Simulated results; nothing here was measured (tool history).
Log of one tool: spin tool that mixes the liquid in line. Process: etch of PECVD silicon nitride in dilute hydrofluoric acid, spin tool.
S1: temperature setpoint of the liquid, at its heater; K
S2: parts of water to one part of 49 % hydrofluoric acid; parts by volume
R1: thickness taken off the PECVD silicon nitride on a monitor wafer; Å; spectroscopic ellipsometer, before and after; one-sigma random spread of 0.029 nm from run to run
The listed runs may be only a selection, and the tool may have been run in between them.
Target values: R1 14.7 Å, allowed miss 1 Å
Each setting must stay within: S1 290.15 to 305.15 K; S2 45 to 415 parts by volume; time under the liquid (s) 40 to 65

run 1 hour=0 | S1=297.15 S2=230 time_under_the_liquid_(s)=65 | R1=5.4757
run 2 hour=2.3 | S1=299.15 S2=200 time_under_the_liquid_(s)=65 | R1=7.328
run 3 hour=3.7 | S1=300.65 S2=185 time_under_the_liquid_(s)=65 | R1=8.5045
run 4 hour=6.9 | S1=300.65 S2=185 time_under_the_liquid_(s)=65 | R1=8.6909
run 5 hour=9.3 | S1=301.65 S2=170 time_under_the_liquid_(s)=65 | R1=10.001
run 6 hour=12.8 | S1=302.65 S2=160 time_under_the_liquid_(s)=65 | R1=11.225
run 7 hour=19.1 | S1=303.15 S2=155 time_under_the_liquid_(s)=65 | R1=11.888
run 8 hour=23.8 | S1=303.65 S2=150 time_under_the_liquid_(s)=65 | R1=13.018

Pick the move, out of 5, that brings all results within their allowed miss; only one does.
run A hour=28.5 | S1=304.65 S2=165 time_under_the_liquid_(s)=65 | R1=?
run B hour=28.5 | S1=305.15 S2=175 time_under_the_liquid_(s)=65 | R1=?
run C hour=28.5 | S1=302.15 S2=155 time_under_the_liquid_(s)=65 | R1=?
run D hour=28.5 | S1=305.15 S2=185 time_under_the_liquid_(s)=65 | R1=?
run E hour=28.5 | S1=304.15 S2=85 time_under_the_liquid_(s)=40 | R1=?

move=A R1=11.887
move=B R1=11.529
move=C R1=10.881
move=D R1=10.889
move=E R1=13.9
A: moves away from the targets compared with the last run
B: moves away from the targets compared with the last run
C: moves away from the targets compared with the last run
D: moves away from the targets compared with the last run
E: all results land within tolerance of their targets
The move that meets every target is E.
